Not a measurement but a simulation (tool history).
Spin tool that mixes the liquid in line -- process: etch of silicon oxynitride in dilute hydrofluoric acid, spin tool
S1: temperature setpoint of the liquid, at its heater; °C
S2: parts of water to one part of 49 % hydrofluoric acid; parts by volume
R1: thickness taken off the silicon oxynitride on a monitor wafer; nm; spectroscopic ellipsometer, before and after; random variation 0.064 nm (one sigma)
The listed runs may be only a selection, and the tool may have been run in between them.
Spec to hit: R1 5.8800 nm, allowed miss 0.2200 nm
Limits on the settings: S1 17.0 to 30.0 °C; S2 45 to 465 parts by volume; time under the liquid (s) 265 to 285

{"run": 1, "hour": 0.0, "S1": 22.0, "S2": 255, "time under the liquid (s)": 265, "R1": 3.7559}
{"run": 2, "hour": 2.7, "S1": 19.5, "S2": 255, "time under the liquid (s)": 265, "R1": 3.2532}
{"run": 3, "hour": 6.9, "S1": 21.0, "S2": 255, "time under the liquid (s)": 265, "R1": 3.5203}
{"run": 4, "hour": 12.2, "S1": 21.0, "S2": 210, "time under the liquid (s)": 265, "R1": 4.4738}
{"run": 5, "hour": 18.7, "S1": 22.0, "S2": 210, "time under the liquid (s)": 265, "R1": 4.6506}
{"run": 6, "hour": 21.1, "S1": 23.5, "S2": 210, "time under the liquid (s)": 265, "R1": 4.9928}
{"run": 7, "hour": 29.3, "S1": 24.0, "S2": 210, "time under the liquid (s)": 265, "R1": 5.0638}
{"run": 8, "hour": 35.2, "S1": 24.5, "S2": 210, "time under the liquid (s)": 265, "R1": 5.193}
{"run": 9, "hour": 42.1, "S1": 25.0, "S2": 210, "time under the liquid (s)": 265, "R1": 5.1797}
{"run": 10, "hour": 44.1, "S1": 25.5, "S2": 210, "time under the liquid (s)": 265, "R1": 5.4361}
{"run": 11, "hour": 51.1, "S1": 26.0, "S2": 210, "time under the liquid (s)": 265, "R1": 5.5727}
{"run": 12, "hour": 55.2, "S1": 26.5, "S2": 210, "time under the liquid (s)": 265, "R1": 5.6939}

Which one of the following 4 next-run settings gets every result inside its allowed miss? There is exactly one.
{"run": "A", "hour": 59.3, "S1": 27.5, "S2": 225, "time under the liquid (s)": 265, "R1": "?"}
{"run": "B", "hour": 59.3, "S1": 25.5, "S2": 210, "time under the liquid (s)": 265, "R1": "?"}
{"run": "C", "hour": 59.3, "S1": 26.0, "S2": 220, "time under the liquid (s)": 265, "R1": "?"}
{"run": "D", "hour": 59.3, "S1": 24.0, "S2": 185, "time under the liquid (s)": 270, "R1": "?"}

move=A R1=5.4739
move=B R1=5.4459
move=C R1=5.2712
move=D R1=6.0078
A: its largest miss is bigger than the last run's
B: its largest miss is bigger than the last run's
C: its largest miss is bigger than the last run's
D: hits every target within its allowed miss
D is the move that brings every result within its allowed miss.
